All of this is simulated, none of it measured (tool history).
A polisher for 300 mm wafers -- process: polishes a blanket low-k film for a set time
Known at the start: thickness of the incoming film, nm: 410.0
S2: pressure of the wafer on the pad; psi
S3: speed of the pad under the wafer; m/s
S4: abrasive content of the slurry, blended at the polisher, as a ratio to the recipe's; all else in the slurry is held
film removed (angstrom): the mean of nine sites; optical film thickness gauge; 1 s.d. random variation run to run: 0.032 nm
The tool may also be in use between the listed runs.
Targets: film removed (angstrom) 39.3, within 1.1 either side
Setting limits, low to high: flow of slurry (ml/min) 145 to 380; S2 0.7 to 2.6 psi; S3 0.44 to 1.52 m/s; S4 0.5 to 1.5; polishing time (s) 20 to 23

Run 1, hour 0: flow of slurry (ml/min) 245, S2 1.6 psi, S3 0.98 m/s, S4 1, polishing time (s) 23. Result: film removed (angstrom) 75.522.
Run 2, hour 2.8: flow of slurry (ml/min) 245, S2 1.5 psi, S3 0.96 m/s, S4 1, polishing time (s) 23. Result: film removed (angstrom) 69.751.
Run 3, hour 6: flow of slurry (ml/min) 245, S2 1.4 psi, S3 0.94 m/s, S4 1, polishing time (s) 23. Result: film removed (angstrom) 65.374.
Run 4, hour 8.5: flow of slurry (ml/min) 245, S2 1.4 psi, S3 1.08 m/s, S4 1, polishing time (s) 23. Result: film removed (angstrom) 68.402.
Run 5, hour 17.3: flow of slurry (ml/min) 245, S2 1.3 psi, S3 1.06 m/s, S4 1, polishing time (s) 23. Result: film removed (angstrom) 64.56.
Run 6, hour 18.1: flow of slurry (ml/min) 245, S2 1.3 psi, S3 1.06 m/s, S4 1, polishing time (s) 23. Result: film removed (angstrom) 62.545.
Run 7, hour 25.6: flow of slurry (ml/min) 245, S2 1.2 psi, S3 1.06 m/s, S4 1, polishing time (s) 23. Result: film removed (angstrom) 58.481.
Run 8, hour 30.6: flow of slurry (ml/min) 245, S2 1.1 psi, S3 1.06 m/s, S4 1, polishing time (s) 23. Result: film removed (angstrom) 54.471.
Run 9, hour 36.8: flow of slurry (ml/min) 245, S2 1 psi, S3 1.06 m/s, S4 1, polishing time (s) 23. Result: film removed (angstrom) 50.299.

5 candidate next runs follow, results not yet known. Just one meets every target within its allowed miss. Identify it.
Run A, hour 43: flow of slurry (ml/min) 245, S2 0.9 psi, S3 0.86 m/s, S4 1, polishing time (s) 21. Result: film removed (angstrom) ?.
Run B, hour 43: flow of slurry (ml/min) 280, S2 1.1 psi, S3 0.9 m/s, S4 1, polishing time (s) 21. Result: film removed (angstrom) ?.
Run C, hour 43: flow of slurry (ml/min) 245, S2 0.9 psi, S3 0.92 m/s, S4 1.2, polishing time (s) 21. Result: film removed (angstrom) ?.
Run D, hour 43: flow of slurry (ml/min) 250, S2 0.8 psi, S3 1.3 m/s, S4 1.05, polishing time (s) 21. Result: film removed (angstrom) ?.
Run E, hour 43: flow of slurry (ml/min) 200, S2 0.9 psi, S3 0.94 m/s, S4 1.1, polishing time (s) 21. Result: film removed (angstrom) ?.

move  film removed (angstrom)
   A                   36.843
   B                   46.306
   C                   40.837
   D                   41.459
   E                   38.801
A: the result that was furthest off in the last run now lies on the other side of its target
B: better than the last run, though not everything is in spec
C: better than the last run, though not everything is in spec
D: better than the last run, though not everything is in spec
E: every result lands within tolerance
So the answer is move E, the one that meets all the targets.
